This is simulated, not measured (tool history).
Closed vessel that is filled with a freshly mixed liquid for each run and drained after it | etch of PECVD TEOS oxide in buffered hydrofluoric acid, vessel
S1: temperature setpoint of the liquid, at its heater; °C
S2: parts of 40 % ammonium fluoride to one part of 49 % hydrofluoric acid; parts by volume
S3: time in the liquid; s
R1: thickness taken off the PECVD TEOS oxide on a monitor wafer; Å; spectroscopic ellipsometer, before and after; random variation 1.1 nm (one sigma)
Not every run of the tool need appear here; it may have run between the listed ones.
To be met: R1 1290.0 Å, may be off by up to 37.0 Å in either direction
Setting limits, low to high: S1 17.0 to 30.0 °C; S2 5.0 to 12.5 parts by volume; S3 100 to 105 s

run 1 hour=0.0 | S1=22.0 S2=7.5 S3=100 | R1=2207.3
run 2 hour=3.4 | S1=22.0 S2=7.5 S3=100 | R1=2206.6
run 3 hour=7.7 | S1=21.5 S2=7.5 S3=100 | R1=2174.4
run 4 hour=14.0 | S1=21.5 S2=7.5 S3=105 | R1=2282.0
run 5 hour=14.9 | S1=21.0 S2=7.5 S3=105 | R1=2198.1
run 6 hour=23.4 | S1=20.5 S2=7.5 S3=105 | R1=2159.9
run 7 hour=26.5 | S1=20.0 S2=7.5 S3=105 | R1=2109.9
run 8 hour=34.5 | S1=19.5 S2=8.0 S3=105 | R1=1899.8
run 9 hour=37.4 | S1=19.0 S2=8.0 S3=105 | R1=1846.0
run 10 hour=37.9 | S1=18.0 S2=9.0 S3=105 | R1=1517.3
run 11 hour=46.9 | S1=18.0 S2=9.0 S3=105 | R1=1547.6
run 12 hour=54.3 | S1=17.5 S2=9.5 S3=105 | R1=1440.5
run 13 hour=61.0 | S1=17.0 S2=10.0 S3=105 | R1=1370.5

Exactly one of the 4 candidate moves below puts every result within its allowed miss. Which one?
run A hour=67.7 | S1=18.0 S2=9.5 S3=105 | R1=?
run B hour=67.7 | S1=18.0 S2=10.0 S3=105 | R1=?
run C hour=67.7 | S1=17.0 S2=9.5 S3=105 | R1=?
run D hour=67.7 | S1=17.0 S2=10.0 S3=100 | R1=?

move=A R1=1479.6
move=B R1=1432.5
move=C R1=1397.7
move=D R1=1288.8
A: its largest miss is bigger than the last run's
B: its largest miss is bigger than the last run's
C: its largest miss is bigger than the last run's
D: meets every target
Move D is the one to make.
